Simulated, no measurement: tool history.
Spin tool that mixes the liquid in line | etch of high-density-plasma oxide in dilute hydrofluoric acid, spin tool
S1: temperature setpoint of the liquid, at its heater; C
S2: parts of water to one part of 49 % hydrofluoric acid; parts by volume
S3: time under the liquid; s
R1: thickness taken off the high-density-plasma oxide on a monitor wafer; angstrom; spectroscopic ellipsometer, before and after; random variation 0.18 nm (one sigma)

run    day    S1   S2   S3      R1
  1      0    24  285  310  58.796
  2  0.304  26.5  205  320  100.84
  3  0.425  24.5  205  320  94.106
  4    0.6  24.5  205  310  91.577
  5  0.825    23  205  310  85.818
  6  1.125    26  155  315  137.37
  7  1.233    28  135  315  171.28
  8   1.35  29.5  125  315  200.01
  9  1.442  30.5  125  315  207.74
 10  1.621    32  100  315  288.56
 11  1.921    31  100  315  271.12
 12  2.171  30.5  100  315   270.6

Run 13 comes next. What will it give?
 13  2.538  30  100  315   ?

R1: 264.51 angstrom

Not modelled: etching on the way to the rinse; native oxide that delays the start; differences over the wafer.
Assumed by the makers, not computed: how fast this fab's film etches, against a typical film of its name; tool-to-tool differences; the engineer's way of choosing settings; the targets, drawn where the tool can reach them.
